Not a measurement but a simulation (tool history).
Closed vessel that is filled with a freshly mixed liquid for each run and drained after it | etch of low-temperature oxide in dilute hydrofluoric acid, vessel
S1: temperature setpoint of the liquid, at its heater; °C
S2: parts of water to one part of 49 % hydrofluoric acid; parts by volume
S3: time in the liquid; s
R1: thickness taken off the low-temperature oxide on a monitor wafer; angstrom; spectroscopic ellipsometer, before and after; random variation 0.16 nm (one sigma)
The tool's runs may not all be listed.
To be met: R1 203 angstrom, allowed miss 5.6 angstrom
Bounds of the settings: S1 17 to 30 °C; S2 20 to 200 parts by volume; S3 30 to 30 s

Run 1, hour 0: S1 22 °C, S2 110 parts by volume, S3 30 s. Result: R1 89.556 angstrom.
Run 2, hour 5.7: S1 24.5 °C, S2 95 parts by volume, S3 30 s. Result: R1 115.86 angstrom.
Run 3, hour 7.8: S1 26.5 °C, S2 85 parts by volume, S3 30 s. Result: R1 144.15 angstrom.
Run 4, hour 14.4: S1 26.5 °C, S2 105 parts by volume, S3 30 s. Result: R1 110.77 angstrom.
Run 5, hour 19.1: S1 26.5 °C, S2 105 parts by volume, S3 30 s. Result: R1 112.9 angstrom.
Run 6, hour 20.5: S1 27.5 °C, S2 90 parts by volume, S3 30 s. Result: R1 139.42 angstrom.
Run 7, hour 29.5: S1 28.5 °C, S2 80 parts by volume, S3 30 s. Result: R1 163.03 angstrom.
Run 8, hour 33.5: S1 28.5 °C, S2 80 parts by volume, S3 30 s. Result: R1 164.99 angstrom.
Run 9, hour 40: S1 30 °C, S2 65 parts by volume, S3 30 s. Result: R1 218.95 angstrom.
Run 10, hour 44.7: S1 29.5 °C, S2 65 parts by volume, S3 30 s. Result: R1 215.2 angstrom.
Run 11, hour 52.1: S1 29 °C, S2 65 parts by volume, S3 30 s. Result: R1 208.3 angstrom.

4 next moves are on the table. One of them brings every result within its allowed miss. Which?
Run A, hour 59.5: S1 30 °C, S2 70 parts by volume, S3 30 s. Result: R1 ?.
Run B, hour 59.5: S1 27.5 °C, S2 60 parts by volume, S3 30 s. Result: R1 ?.
Run C, hour 59.5: S1 30 °C, S2 65 parts by volume, S3 30 s. Result: R1 ?.
Run D, hour 59.5: S1 29.5 °C, S2 65 parts by volume, S3 30 s. Result: R1 ?.

move      R1
   A  201.73
   B  216.57
   C  218.88
   D  214.68
A: meets every target
B: further off than the last run
C: further off than the last run
D: further off than the last run
The right move is A.
